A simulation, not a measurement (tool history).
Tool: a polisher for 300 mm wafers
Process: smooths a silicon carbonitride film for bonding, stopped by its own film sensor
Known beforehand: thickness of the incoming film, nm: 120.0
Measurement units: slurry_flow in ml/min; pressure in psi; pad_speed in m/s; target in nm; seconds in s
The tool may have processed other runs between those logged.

| run | hour | slurry_flow | pressure | pad_speed | slurry_solids | target | seconds |
|---|---|---|---|---|---|---|---|
| 1 | 0 | 185 | 2.2 | 1.16 | 1 | 111 | 22.213 |
| 2 | 7.8 | 185 | 2.2 | 0.92 | 1 | 111 | 26.819 |
| 3 | 16.1 | 185 | 2.2 | 0.92 | 0.8 | 111 | 29.418 |
| 4 | 23.9 | 185 | 2.2 | 0.92 | 0.65 | 111 | 33.081 |
| 5 | 32.9 | 185 | 2.6 | 0.96 | 0.65 | 111 | 26.918 |
| 6 | 35.2 | 200 | 2.6 | 0.96 | 0.65 | 111 | 26.484 |
| 7 | 37.3 | 200 | 2.9 | 0.98 | 0.65 | 111 | 24.415 |

The next listed run, before its measurement:
| 8 | 37.8 | 200 | 3.1 | 1.04 | 0.65 | 111 | ? |

seconds: 21.497 s
